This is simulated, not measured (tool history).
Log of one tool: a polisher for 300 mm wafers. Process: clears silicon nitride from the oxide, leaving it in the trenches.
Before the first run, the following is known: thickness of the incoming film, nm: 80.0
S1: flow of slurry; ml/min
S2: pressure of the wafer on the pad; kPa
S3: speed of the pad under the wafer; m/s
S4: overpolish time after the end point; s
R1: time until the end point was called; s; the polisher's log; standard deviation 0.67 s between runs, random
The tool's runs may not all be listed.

run	hour	S1	S2	S3	S4	R1
1	0.0	175	17.9	1.26	7	69.837
2	2.2	140	17.9	1.26	7	72.848
3	3.4	140	18.6	1.26	7	70.349
4	10.0	140	18.6	1.26	7	71.910
5	13.6	145	19.3	1.26	7	67.528
6	18.9	145	17.9	1.26	7	73.786
7	21.4	150	18.6	1.26	7	69.620
8	23.3	150	18.6	1.26	7	70.853

For run 9, what comes out?
9	27.5	155	23.4	1.30	7	?

Run 9 yielded R1 53.913 s.
